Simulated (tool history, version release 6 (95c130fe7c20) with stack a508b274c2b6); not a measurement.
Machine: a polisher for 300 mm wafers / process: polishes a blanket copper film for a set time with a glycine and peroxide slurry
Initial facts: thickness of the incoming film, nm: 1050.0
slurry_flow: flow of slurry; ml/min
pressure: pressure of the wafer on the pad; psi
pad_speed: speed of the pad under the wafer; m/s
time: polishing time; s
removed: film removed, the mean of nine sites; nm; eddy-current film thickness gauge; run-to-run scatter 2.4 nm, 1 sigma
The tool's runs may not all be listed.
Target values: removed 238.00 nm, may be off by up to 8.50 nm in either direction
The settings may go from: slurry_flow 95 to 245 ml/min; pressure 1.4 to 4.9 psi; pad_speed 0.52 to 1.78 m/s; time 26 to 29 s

run	hour	slurry_flow	pressure	pad_speed	time	removed
1	0.0	155	3.1	1.14	29	168.05
2	6.0	180	3.1	1.14	29	171.27
3	7.3	180	3.1	1.40	29	206.37
4	11.7	180	3.1	1.40	29	207.98
5	13.4	180	3.1	1.40	29	203.90
6	20.9	180	3.2	1.40	29	207.36
7	29.2	180	3.3	1.40	29	216.34
8	31.7	180	3.4	1.40	29	218.79
9	39.6	180	3.5	1.40	29	227.36

Which single option among these 4 for the next run brings every result within its allowed miss of target? Just one does.
A	47.5	215	3.2	1.36	29	?
B	47.5	200	3.4	1.30	29	?
C	47.5	200	3.6	1.40	29	?
D	47.5	195	2.8	1.64	28	?

move	removed
A	210.86
B	211.75
C	237.84
D	210.47
A: further off than the last run
B: further off than the last run
C: all results in spec
D: further off than the last run
C meets every target.
